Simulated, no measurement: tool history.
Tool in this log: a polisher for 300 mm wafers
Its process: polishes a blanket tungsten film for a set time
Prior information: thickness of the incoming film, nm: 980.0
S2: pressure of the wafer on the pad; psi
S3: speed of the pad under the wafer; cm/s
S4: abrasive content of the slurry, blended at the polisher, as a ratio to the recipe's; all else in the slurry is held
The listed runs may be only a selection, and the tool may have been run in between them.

{"run": 1, "hour": 0.0, "flow of slurry (ml/min)": 210, "S2": 3.7, "S3": 118, "S4": 1.0, "polishing time (s)": 57, "film removed (nm)": 355.02}
{"run": 2, "hour": 0.6, "flow of slurry (ml/min)": 210, "S2": 3.7, "S3": 100, "S4": 1.0, "polishing time (s)": 57, "film removed (nm)": 304.65}
{"run": 3, "hour": 8.3, "flow of slurry (ml/min)": 210, "S2": 3.7, "S3": 100, "S4": 1.1, "polishing time (s)": 57, "film removed (nm)": 307.44}
{"run": 4, "hour": 10.7, "flow of slurry (ml/min)": 210, "S2": 3.7, "S3": 100, "S4": 1.1, "polishing time (s)": 59, "film removed (nm)": 319.25}
{"run": 5, "hour": 15.8, "flow of slurry (ml/min)": 215, "S2": 4.0, "S3": 100, "S4": 1.1, "polishing time (s)": 59, "film removed (nm)": 335.51}
{"run": 6, "hour": 21.9, "flow of slurry (ml/min)": 215, "S2": 4.3, "S3": 100, "S4": 1.1, "polishing time (s)": 59, "film removed (nm)": 354.09}
{"run": 7, "hour": 27.0, "flow of slurry (ml/min)": 215, "S2": 4.6, "S3": 100, "S4": 1.1, "polishing time (s)": 59, "film removed (nm)": 375.79}
{"run": 8, "hour": 30.0, "flow of slurry (ml/min)": 215, "S2": 4.8, "S3": 100, "S4": 1.1, "polishing time (s)": 59, "film removed (nm)": 386.38}
{"run": 9, "hour": 36.4, "flow of slurry (ml/min)": 215, "S2": 4.9, "S3": 100, "S4": 1.1, "polishing time (s)": 59, "film removed (nm)": 396.58}

Run 10, settings as shown, results not yet in. Your forecast:
{"run": 10, "hour": 40.3, "flow of slurry (ml/min)": 225, "S2": 5.1, "S3": 100, "S4": 1.1, "polishing time (s)": 59, "film removed (nm)": "?"}

Run 10 came out at film removed (nm) 398.31.
